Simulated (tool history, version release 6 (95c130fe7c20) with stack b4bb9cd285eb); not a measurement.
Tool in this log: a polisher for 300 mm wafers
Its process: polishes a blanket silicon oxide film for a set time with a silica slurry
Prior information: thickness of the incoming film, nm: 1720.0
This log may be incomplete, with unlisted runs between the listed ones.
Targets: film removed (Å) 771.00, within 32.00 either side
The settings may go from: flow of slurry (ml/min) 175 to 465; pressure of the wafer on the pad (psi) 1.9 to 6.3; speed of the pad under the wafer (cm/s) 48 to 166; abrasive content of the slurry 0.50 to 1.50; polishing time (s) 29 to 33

run  hour  flow of slurry (ml/min)  pressure of the wafer on the pad (psi)  speed of the pad under the wafer (cm/s)  abrasive content of the slurry  polishing time (s)  film removed (Å)
  1   0.0                      295                                     4.1                                      106                            1.00                  33            974.27
  2   1.5                      295                                     3.9                                      106                            1.00                  33            910.74
  3   8.6                      255                                     3.9                                      106                            1.00                  33            897.07
  4  15.6                      255                                     3.8                                      106                            1.00                  33            873.70
  5  21.2                      320                                     3.8                                      106                            1.00                  33            886.60
  6  24.4                      320                                     3.7                                      106                            1.00                  33            868.09
  7  25.6                      320                                     3.6                                      106                            1.00                  33            849.44
  8  28.4                      320                                     3.5                                      106                            1.00                  33            822.43

Next run, 5 choices. One meets every target within its allowed miss, the rest don't. Which?
  A  31.2                      265                                     4.0                                      120                            0.75                  33                 ?
  B  31.2                      280                                     4.5                                       84                            1.40                  29                 ?
  C  31.2                      290                                     3.5                                       98                            1.05                  32                 ?
  D  31.2                      320                                     3.3                                      112                            1.00                  33                 ?
  E  31.2                      270                                     3.5                                      120                            0.95                  32                 ?

move  film removed (Å)
   A            873.90
   B            866.86
   C            755.78
   D            808.93
   E            841.96
A: moves away from the targets compared with the last run
B: moves away from the targets compared with the last run
C: all results in spec
D: better than the last run, though not everything is in spec
E: moves away from the targets compared with the last run
The move that meets every target is C.
